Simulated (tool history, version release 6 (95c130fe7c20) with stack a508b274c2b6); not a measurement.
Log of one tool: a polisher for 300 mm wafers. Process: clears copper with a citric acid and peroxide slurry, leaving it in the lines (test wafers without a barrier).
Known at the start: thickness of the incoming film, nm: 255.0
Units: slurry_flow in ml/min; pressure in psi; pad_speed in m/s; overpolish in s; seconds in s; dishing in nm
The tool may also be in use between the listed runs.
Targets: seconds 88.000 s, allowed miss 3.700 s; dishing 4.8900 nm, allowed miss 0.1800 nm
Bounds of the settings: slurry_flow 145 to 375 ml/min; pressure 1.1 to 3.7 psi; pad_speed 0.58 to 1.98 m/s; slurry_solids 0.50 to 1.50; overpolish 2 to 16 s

| run | hour | slurry_flow | pressure | pad_speed | slurry_solids | overpolish | seconds | dishing |
|---|---|---|---|---|---|---|---|---|
| 1 | 0.0 | 240 | 2.4 | 1.28 | 1.00 | 8 | 117.190 | 13.7630 |
| 2 | 8.1 | 240 | 2.4 | 1.28 | 0.90 | 8 | 122.100 | 13.6530 |
| 3 | 16.7 | 195 | 2.4 | 1.28 | 0.90 | 8 | 124.640 | 13.3190 |
| 4 | 21.6 | 220 | 2.3 | 1.30 | 1.00 | 7 | 121.140 | 12.1610 |
| 5 | 25.1 | 220 | 1.9 | 1.30 | 1.00 | 7 | 137.320 | 10.5350 |
| 6 | 27.6 | 245 | 1.8 | 1.32 | 1.05 | 6 | 134.510 | 9.3693 |
| 7 | 34.3 | 265 | 1.7 | 1.34 | 1.10 | 5 | 136.850 | 7.7579 |
| 8 | 42.9 | 280 | 1.6 | 1.40 | 1.15 | 5 | 129.790 | 8.0441 |

Which of these 4 next moves meets every target?
| A | 51.5 | 365 | 2.4 | 1.54 | 1.35 | 2 | ? | ? |
| B | 51.5 | 235 | 1.2 | 1.18 | 1.10 | 12 | ? | ? |
| C | 51.5 | 240 | 2.5 | 1.66 | 1.20 | 7 | ? | ? |
| D | 51.5 | 215 | 1.1 | 1.08 | 1.00 | 11 | ? | ? |

| move | seconds | dishing |
|---|---|---|
| A | 88.527 | 4.8687 |
| B | 188.960 | 13.1000 |
| C | 85.653 | 16.8090 |
| D | 221.870 | 10.3560 |
A: meets every target
B: further off than the last run
C: further off than the last run
D: further off than the last run
Answer: A
